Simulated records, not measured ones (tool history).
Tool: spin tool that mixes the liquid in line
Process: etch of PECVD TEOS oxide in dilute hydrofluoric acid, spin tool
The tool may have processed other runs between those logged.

run  hour  temperature setpoint of the liquid (K)  parts of water to one part of 49 % hydrofluoric acid (parts by volume)  time under the liquid (s)  thickness taken off the PECVD TEOS oxide on a monitor wafer (angstrom)
  1   0.0                                  296.15                                                                     210                         75                                                                  75.184
  2   3.6                                  297.65                                                                     210                         75                                                                  79.444
  3   8.6                                  298.65                                                                     210                         75                                                                  82.499
  4  17.0                                  299.65                                                                     210                         75                                                                  85.767
  5  22.9                                  299.65                                                                     260                         75                                                                  65.832
  6  24.4                                  299.65                                                                     260                         75                                                                  65.371

Run 7 is up next; what results do you expect?
  7  27.1                                  301.15                                                                     250                         75                                                                       ?

thickness taken off the PECVD TEOS oxide on a monitor wafer (angstrom): 72.564
